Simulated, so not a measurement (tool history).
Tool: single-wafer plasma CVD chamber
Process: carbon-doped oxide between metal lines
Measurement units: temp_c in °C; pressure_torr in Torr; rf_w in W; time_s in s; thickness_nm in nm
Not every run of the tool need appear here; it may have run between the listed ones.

run	day	temp_c	pressure_torr	rf_w	time_s	thickness_nm
1	0.000	345	4.88	490	19.5	91.274
2	0.279	349	4.58	485	19.5	88.451
3	0.517	349	4.11	485	19.5	86.603
4	0.825	352	4.04	485	19.5	85.693
5	0.875	352	4.04	540	19.5	91.392
6	0.979	352	4.04	495	19.5	86.837
7	1.079	355	3.91	495	19.5	86.171
8	1.175	356	3.71	495	19.5	84.307
9	1.308	358	3.67	495	19.5	84.342
10	1.654	359	3.58	495	19.5	83.515
11	1.962	360	3.54	495	19.5	83.252
12	2.042	361	3.50	495	19.5	82.798

Expected results for the next run?
13	2.208	362	3.47	495	19.5	?

Logged for run 13: thickness_nm 83.081 nm.

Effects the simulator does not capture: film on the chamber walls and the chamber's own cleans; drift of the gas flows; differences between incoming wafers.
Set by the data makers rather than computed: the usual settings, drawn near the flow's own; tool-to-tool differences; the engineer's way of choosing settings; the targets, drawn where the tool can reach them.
